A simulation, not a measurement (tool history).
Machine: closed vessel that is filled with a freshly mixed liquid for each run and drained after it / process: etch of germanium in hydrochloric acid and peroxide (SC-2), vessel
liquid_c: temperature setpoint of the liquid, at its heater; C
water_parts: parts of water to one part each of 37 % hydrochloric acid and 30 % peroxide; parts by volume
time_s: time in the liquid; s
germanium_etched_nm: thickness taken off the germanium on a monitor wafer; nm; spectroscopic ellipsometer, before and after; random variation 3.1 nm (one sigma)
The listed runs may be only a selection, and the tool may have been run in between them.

run,hour,liquid_c,water_parts,time_s,germanium_etched_nm
1,0,49,9.5,100,265.41
2,4.9,51,9.5,100,284.46
3,10.1,51,12,100,274.51
4,11.5,54,12,100,303.37
5,20,54,12,105,318.34
6,25.5,54,12,100,302.13

What does the tool deliver on the next run?
7,33.4,55,12,100,?

germanium_etched_nm: 315.62 nm
